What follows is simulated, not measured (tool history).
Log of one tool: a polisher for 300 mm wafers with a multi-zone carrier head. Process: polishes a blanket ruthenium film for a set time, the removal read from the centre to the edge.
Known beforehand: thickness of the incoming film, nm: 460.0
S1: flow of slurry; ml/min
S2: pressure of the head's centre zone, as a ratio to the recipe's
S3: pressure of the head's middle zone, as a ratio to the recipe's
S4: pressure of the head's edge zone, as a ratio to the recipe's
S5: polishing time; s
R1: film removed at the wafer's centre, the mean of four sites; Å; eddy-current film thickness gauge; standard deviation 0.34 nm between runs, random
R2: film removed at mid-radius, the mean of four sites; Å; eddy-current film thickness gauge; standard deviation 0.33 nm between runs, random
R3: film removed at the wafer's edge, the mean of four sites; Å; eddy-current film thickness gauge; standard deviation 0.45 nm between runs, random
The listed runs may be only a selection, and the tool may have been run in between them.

| run | hour | S1 | S2 | S3 | S4 | S5 | R1 | R2 | R3 |
|---|---|---|---|---|---|---|---|---|---|
| 1 | 0 | 305 | 1 | 1 | 1 | 86 | 526.36 | 532.31 | 542.36 |
| 2 | 2.9 | 310 | 1 | 1 | 0.96 | 73 | 445.84 | 440.64 | 445.11 |
| 3 | 5.2 | 315 | 0.99 | 1.01 | 0.92 | 67 | 403.6 | 405.06 | 404.95 |
| 4 | 13.3 | 315 | 0.99 | 1.01 | 0.92 | 47 | 283.75 | 291.29 | 276.93 |
|  | 17.7 | worn pad replaced by a new one |
| 5 | 17.7 | 315 | 0.99 | 1.01 | 0.92 | 39 | 267.09 | 277.52 | 259.69 |
| 6 | 26.5 | 315 | 0.99 | 0.97 | 0.92 | 39 | 265.74 | 265.25 | 260.32 |
| 7 | 28.1 | 320 | 1.02 | 1 | 0.97 | 42 | 295.84 | 297.72 | 296.85 |
| 8 | 33.5 | 340 | 1.04 | 1.03 | 0.96 | 42 | 304.51 | 303.77 | 289.6 |
| 9 | 37.9 | 325 | 1.08 | 1.08 | 1.04 | 49 | 358.78 | 362.72 | 350.91 |
| 10 | 46.8 | 325 | 1.05 | 1.03 | 0.94 | 50 | 362.36 | 360.3 | 354.23 |
| 11 | 49.1 | 350 | 1.04 | 1.03 | 0.93 | 50 | 363.51 | 359.2 | 345.51 |
| 12 | 57.7 | 370 | 0.99 | 1 | 0.86 | 46 | 320.27 | 325.65 | 315.73 |
| 13 | 60.1 | 375 | 1 | 1.01 | 0.84 | 45 | 318.23 | 320.35 | 303 |
| 14 | 65.7 | 385 | 1 | 1.01 | 0.83 | 45 | 313.21 | 328.2 | 301.61 |

The next listed run, before its measurement:
| 15 | 66.9 | 395 | 1.01 | 1 | 0.83 | 45 | ? | ? | ? |

Run 15 produced R1 318.11 Å, R2 319.94 Å, R3 294 Å.
